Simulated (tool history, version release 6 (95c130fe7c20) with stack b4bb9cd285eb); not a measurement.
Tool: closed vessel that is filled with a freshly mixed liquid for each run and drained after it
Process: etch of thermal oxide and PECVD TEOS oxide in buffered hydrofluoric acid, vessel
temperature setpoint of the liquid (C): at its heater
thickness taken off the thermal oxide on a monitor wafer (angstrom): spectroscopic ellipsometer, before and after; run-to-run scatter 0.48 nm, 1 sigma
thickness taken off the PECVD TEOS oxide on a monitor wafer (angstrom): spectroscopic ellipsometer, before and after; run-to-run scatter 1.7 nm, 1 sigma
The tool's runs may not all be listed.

run	hour	temperature setpoint of the liquid (C)	parts of 40 % ammonium fluoride to one part of 49 % hydrofluoric acid (parts by volume)	time in the liquid (s)	thickness taken off the thermal oxide on a monitor wafer (angstrom)	thickness taken off the PECVD TEOS oxide on a monitor wafer (angstrom)
1	0.0	24.0	10.0	60	712.33	2077.7
2	3.3	24.0	12.0	60	594.76	1743.0
3	10.4	26.5	10.5	60	773.76	2265.1
4	18.2	28.0	9.5	60	907.46	2640.4
5	23.5	29.0	8.5	60	1049.90	3094.8
6	26.7	29.0	8.5	50	882.78	2582.9

Forecast run 7:
7	33.6	30.0	7.5	50	?	?

Run 7 gave thickness taken off the thermal oxide on a monitor wafer (angstrom) 1060.20, thickness taken off the PECVD TEOS oxide on a monitor wafer (angstrom) 3089.6.
